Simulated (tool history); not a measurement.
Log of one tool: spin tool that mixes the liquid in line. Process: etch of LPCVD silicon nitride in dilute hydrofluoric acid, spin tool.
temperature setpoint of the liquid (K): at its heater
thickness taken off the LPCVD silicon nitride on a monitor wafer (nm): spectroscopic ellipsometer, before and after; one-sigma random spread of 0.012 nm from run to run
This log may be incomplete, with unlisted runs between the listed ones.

| run | day | temperature setpoint of the liquid (K) | parts of water to one part of 49 % hydrofluoric acid (parts by volume) | time under the liquid (s) | thickness taken off the LPCVD silicon nitride on a monitor wafer (nm) |
|---|---|---|---|---|---|
| 1 | 0.000 | 299.15 | 55 | 55 | 0.59417 |
| 2 | 0.175 | 299.15 | 55 | 35 | 0.38446 |
| 3 | 0.238 | 301.15 | 55 | 35 | 0.44432 |
| 4 | 0.379 | 301.65 | 50 | 35 | 0.48357 |
| 5 | 0.504 | 301.65 | 50 | 35 | 0.49747 |
| 6 | 0.738 | 300.15 | 50 | 35 | 0.45239 |
| 7 | 0.904 | 301.15 | 45 | 40 | 0.60536 |
| 8 | 1.162 | 301.65 | 45 | 40 | 0.61873 |
| 9 | 1.479 | 302.65 | 45 | 40 | 0.67709 |

What does the tool deliver on the next run?
| 10 | 1.575 | 303.65 | 45 | 40 | ? |

thickness taken off the LPCVD silicon nitride on a monitor wafer (nm): 0.71230
